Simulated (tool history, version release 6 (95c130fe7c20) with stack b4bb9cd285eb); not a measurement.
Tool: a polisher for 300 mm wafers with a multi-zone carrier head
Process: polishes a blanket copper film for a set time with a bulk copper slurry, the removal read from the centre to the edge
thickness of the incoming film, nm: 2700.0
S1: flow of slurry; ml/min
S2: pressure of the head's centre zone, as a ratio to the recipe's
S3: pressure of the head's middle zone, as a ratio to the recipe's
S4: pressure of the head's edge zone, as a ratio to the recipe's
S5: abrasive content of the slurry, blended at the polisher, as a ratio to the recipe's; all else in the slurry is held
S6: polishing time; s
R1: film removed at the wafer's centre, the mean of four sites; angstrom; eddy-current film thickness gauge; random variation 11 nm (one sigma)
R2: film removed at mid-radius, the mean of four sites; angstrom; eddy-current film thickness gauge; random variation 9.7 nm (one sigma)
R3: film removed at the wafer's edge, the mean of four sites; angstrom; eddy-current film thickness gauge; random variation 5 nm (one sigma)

run 1 hour=0.0 | S1=250 S2=1.00 S3=1.00 S4=1.00 S5=1.00 S6=80 | R1=11068.0 R2=11123.0 R3=11058.0
run 2 hour=1.8 | S1=315 S2=1.00 S3=1.00 S4=1.00 S5=1.00 S6=80 | R1=11342.0 R2=11102.0 R3=11215.0
run 3 hour=8.0 | S1=315 S2=1.01 S3=0.98 S4=0.96 S5=0.85 S6=75 | R1=10119.0 R2=10054.0 R3=9797.1
run 4 hour=10.3 | S1=315 S2=1.01 S3=0.98 S4=0.91 S5=0.85 S6=75 | R1=10073.0 R2=10251.0 R3=9533.0
run 5 hour=18.7 | S1=320 S2=1.03 S3=0.94 S4=0.91 S5=0.75 S6=73 | R1=9793.0 R2=9246.0 R3=8988.0
run 6 hour=27.1 | S1=320 S2=1.02 S3=0.91 S4=0.89 S5=0.65 S6=73 | R1=9490.2 R2=9052.7 R3=8719.5
run 7 hour=31.6 | S1=320 S2=1.02 S3=0.88 S4=0.88 S5=0.60 S6=72 | R1=9027.0 R2=8349.9 R3=8322.0

Forecast run 8:
run 8 hour=38.0 | S1=310 S2=1.02 S3=0.86 S4=0.86 S5=0.60 S6=72 | R1=? R2=? R3=?

Run 8 gave R1 9259.0 angstrom, R2 8151.5 angstrom, R3 8358.1 angstrom.
